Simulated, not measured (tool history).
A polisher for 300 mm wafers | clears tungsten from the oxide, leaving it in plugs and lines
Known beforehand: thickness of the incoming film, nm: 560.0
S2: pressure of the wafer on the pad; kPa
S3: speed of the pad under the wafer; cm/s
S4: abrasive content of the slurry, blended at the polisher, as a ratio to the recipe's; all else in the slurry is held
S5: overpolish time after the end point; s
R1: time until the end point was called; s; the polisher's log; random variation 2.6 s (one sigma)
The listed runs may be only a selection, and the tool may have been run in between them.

run 1 hour=0 | flow_of_slurry_(ml/min)=200 S2=19.3 S3=136 S4=1 S5=7 | R1=121.5
run 2 hour=7.5 | flow_of_slurry_(ml/min)=200 S2=19.3 S3=136 S4=1.15 S5=7 | R1=116.61
run 3 hour=11.6 | flow_of_slurry_(ml/min)=200 S2=15.9 S3=136 S4=1.15 S5=7 | R1=141.3
run 4 hour=16.5 | flow_of_slurry_(ml/min)=200 S2=14.5 S3=136 S4=1.15 S5=7 | R1=151.09
run 5 hour=17.4 | flow_of_slurry_(ml/min)=230 S2=14.5 S3=136 S4=1.15 S5=7 | R1=152.54
run 6 hour=19.9 | flow_of_slurry_(ml/min)=230 S2=14.5 S3=124 S4=1.15 S5=7 | R1=156.21
run 7 hour=27.7 | flow_of_slurry_(ml/min)=230 S2=13.1 S3=124 S4=1.15 S5=7 | R1=175.25

For run 8, what comes out?
run 8 hour=30.4 | flow_of_slurry_(ml/min)=230 S2=11 S3=124 S4=1.15 S5=7 | R1=?

{"run 8": {"R1": 210.98}}

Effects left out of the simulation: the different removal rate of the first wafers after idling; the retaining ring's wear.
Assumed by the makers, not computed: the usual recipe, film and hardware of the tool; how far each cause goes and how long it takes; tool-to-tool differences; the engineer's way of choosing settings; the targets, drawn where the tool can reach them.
